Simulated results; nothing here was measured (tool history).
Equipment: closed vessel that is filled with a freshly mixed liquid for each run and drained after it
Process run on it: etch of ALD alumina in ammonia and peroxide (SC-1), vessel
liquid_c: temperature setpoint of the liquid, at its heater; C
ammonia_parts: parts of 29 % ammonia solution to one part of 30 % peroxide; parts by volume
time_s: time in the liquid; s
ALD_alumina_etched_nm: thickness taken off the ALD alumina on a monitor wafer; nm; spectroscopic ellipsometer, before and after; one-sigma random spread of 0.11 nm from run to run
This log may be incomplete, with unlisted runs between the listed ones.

{"run": 1, "hour": 0.0, "liquid_c": 56.0, "ammonia_parts": 0.55, "time_s": 130, "ALD_alumina_etched_nm": 10.519}
{"run": 2, "hour": 5.0, "liquid_c": 58.0, "ammonia_parts": 0.55, "time_s": 130, "ALD_alumina_etched_nm": 11.658}
{"run": 3, "hour": 13.8, "liquid_c": 60.0, "ammonia_parts": 0.55, "time_s": 130, "ALD_alumina_etched_nm": 12.918}
{"run": 4, "hour": 18.2, "liquid_c": 60.0, "ammonia_parts": 0.55, "time_s": 130, "ALD_alumina_etched_nm": 12.939}
{"run": 5, "hour": 19.9, "liquid_c": 61.5, "ammonia_parts": 0.55, "time_s": 130, "ALD_alumina_etched_nm": 14.018}
{"run": 6, "hour": 25.1, "liquid_c": 61.5, "ammonia_parts": 0.55, "time_s": 130, "ALD_alumina_etched_nm": 14.08}
{"run": 7, "hour": 31.1, "liquid_c": 62.5, "ammonia_parts": 0.55, "time_s": 130, "ALD_alumina_etched_nm": 14.702}
{"run": 8, "hour": 32.6, "liquid_c": 63.5, "ammonia_parts": 0.55, "time_s": 130, "ALD_alumina_etched_nm": 15.457}
{"run": 9, "hour": 41.2, "liquid_c": 64.5, "ammonia_parts": 0.55, "time_s": 130, "ALD_alumina_etched_nm": 16.37}
{"run": 10, "hour": 44.6, "liquid_c": 64.5, "ammonia_parts": 0.55, "time_s": 130, "ALD_alumina_etched_nm": 16.321}
{"run": 11, "hour": 48.5, "liquid_c": 65.0, "ammonia_parts": 0.55, "time_s": 130, "ALD_alumina_etched_nm": 16.56}
{"run": 12, "hour": 54.7, "liquid_c": 65.5, "ammonia_parts": 0.55, "time_s": 130, "ALD_alumina_etched_nm": 17.272}
{"run": 13, "hour": 57.8, "liquid_c": 66.0, "ammonia_parts": 0.55, "time_s": 130, "ALD_alumina_etched_nm": 17.511}

Predict the results of run 14:
{"run": 14, "hour": 62.2, "liquid_c": 66.5, "ammonia_parts": 0.55, "time_s": 130, "ALD_alumina_etched_nm": "?"}

Run 14 gave ALD_alumina_etched_nm 17.757 nm.
